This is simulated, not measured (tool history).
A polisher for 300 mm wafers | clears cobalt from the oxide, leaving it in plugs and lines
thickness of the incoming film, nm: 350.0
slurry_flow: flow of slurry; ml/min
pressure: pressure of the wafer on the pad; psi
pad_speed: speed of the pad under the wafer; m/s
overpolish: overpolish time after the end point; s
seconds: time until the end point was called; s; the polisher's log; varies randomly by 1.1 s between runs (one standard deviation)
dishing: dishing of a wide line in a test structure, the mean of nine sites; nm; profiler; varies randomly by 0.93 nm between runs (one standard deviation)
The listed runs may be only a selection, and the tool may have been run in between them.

| run | day | slurry_flow | pressure | pad_speed | overpolish | seconds | dishing |
|---|---|---|---|---|---|---|---|
| 1 | 0.000 | 180 | 2.1 | 0.90 | 25 | 74.711 | 59.797 |
| 2 | 0.112 | 180 | 2.1 | 0.98 | 25 | 71.249 | 59.591 |
| 3 | 0.271 | 180 | 2.1 | 0.98 | 24 | 72.325 | 57.188 |
| 4 | 0.300 | 180 | 2.1 | 1.00 | 23 | 70.235 | 56.067 |
| 5 | 0.612 | 180 | 1.9 | 1.00 | 23 | 76.890 | 55.724 |
| 6 | 0.812 | 180 | 2.0 | 1.00 | 22 | 74.019 | 55.594 |
| 7 | 1.133 | 180 | 2.0 | 1.00 | 21 | 73.346 | 56.480 |
| 8 | 1.242 | 180 | 2.4 | 1.02 | 11 | 59.598 | 42.387 |
| 9 | 1.488 | 180 | 2.4 | 1.02 | 12 | 58.508 | 42.868 |
| 10 | 1.633 | 180 | 2.4 | 1.02 | 12 | 60.015 | 44.491 |

What will run 11 give?
| 11 | 1.675 | 180 | 2.4 | 1.02 | 13 | ? | ? |

seconds: 60.370 s
dishing: 45.814 nm
